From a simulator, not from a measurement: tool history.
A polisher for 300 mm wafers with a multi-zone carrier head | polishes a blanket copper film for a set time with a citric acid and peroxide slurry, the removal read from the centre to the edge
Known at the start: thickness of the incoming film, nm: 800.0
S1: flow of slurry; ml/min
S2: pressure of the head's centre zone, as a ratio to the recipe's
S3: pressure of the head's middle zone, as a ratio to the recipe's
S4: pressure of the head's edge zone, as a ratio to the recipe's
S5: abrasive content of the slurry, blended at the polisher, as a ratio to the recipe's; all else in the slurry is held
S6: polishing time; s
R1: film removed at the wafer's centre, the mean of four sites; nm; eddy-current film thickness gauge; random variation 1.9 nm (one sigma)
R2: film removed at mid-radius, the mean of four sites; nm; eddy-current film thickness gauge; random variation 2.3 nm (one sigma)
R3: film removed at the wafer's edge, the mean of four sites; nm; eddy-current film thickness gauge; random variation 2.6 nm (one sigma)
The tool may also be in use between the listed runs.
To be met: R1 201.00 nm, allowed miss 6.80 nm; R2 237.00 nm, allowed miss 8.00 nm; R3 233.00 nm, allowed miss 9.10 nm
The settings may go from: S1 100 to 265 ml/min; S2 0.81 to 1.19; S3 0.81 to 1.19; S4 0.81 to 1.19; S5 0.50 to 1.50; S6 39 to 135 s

| run | day | S1 | S2 | S3 | S4 | S5 | S6 | R1 | R2 | R3 |
|---|---|---|---|---|---|---|---|---|---|---|
| 1 | 0.000 | 170 | 1.00 | 1.00 | 1.00 | 1.00 | 87 | 180.66 | 177.70 | 177.47 |
| 2 | 0.338 | 180 | 0.98 | 1.03 | 1.04 | 1.15 | 88 | 188.80 | 193.33 | 190.39 |
| 3 | 0.538 | 190 | 0.95 | 1.05 | 1.08 | 1.25 | 89 | 193.71 | 205.84 | 201.93 |
| 4 | 0.775 | 200 | 0.93 | 1.06 | 1.11 | 1.30 | 90 | 196.59 | 214.04 | 212.43 |
| 5 | 0.825 | 200 | 0.88 | 1.06 | 1.11 | 1.30 | 90 | 187.28 | 215.60 | 211.81 |
| 6 | 0.917 | 240 | 0.88 | 1.06 | 1.11 | 1.30 | 90 | 188.99 | 217.63 | 213.75 |
| 7 | 0.992 | 240 | 0.88 | 1.07 | 1.13 | 1.35 | 90 | 194.27 | 226.57 | 215.01 |
| 8 | 1.167 | 235 | 0.87 | 1.06 | 1.14 | 1.40 | 91 | 195.33 | 226.18 | 220.80 |

4 next moves are on the table. One of them brings every result within its allowed miss. Which?
| A | 1.342 | 240 | 0.83 | 1.16 | 1.06 | 1.15 | 94 | ? | ? | ? |
| B | 1.342 | 245 | 0.94 | 1.15 | 1.08 | 1.45 | 86 | ? | ? | ? |
| C | 1.342 | 215 | 0.90 | 1.12 | 1.10 | 1.40 | 91 | ? | ? | ? |
| D | 1.342 | 260 | 0.84 | 1.05 | 1.13 | 1.15 | 100 | ? | ? | ? |

| move | R1 | R2 | R3 |
|---|---|---|---|
| A | 184.48 | 242.86 | 211.52 |
| B | 201.58 | 235.94 | 208.51 |
| C | 199.41 | 237.60 | 217.31 |
| D | 200.27 | 239.48 | 232.64 |
A: brings the result that was furthest off to its target, and leaves another outside
B: brings the result that was furthest off to its target, and leaves another outside
C: brings the result that was furthest off to its target, and leaves another outside
D: meets every target
Answer: D
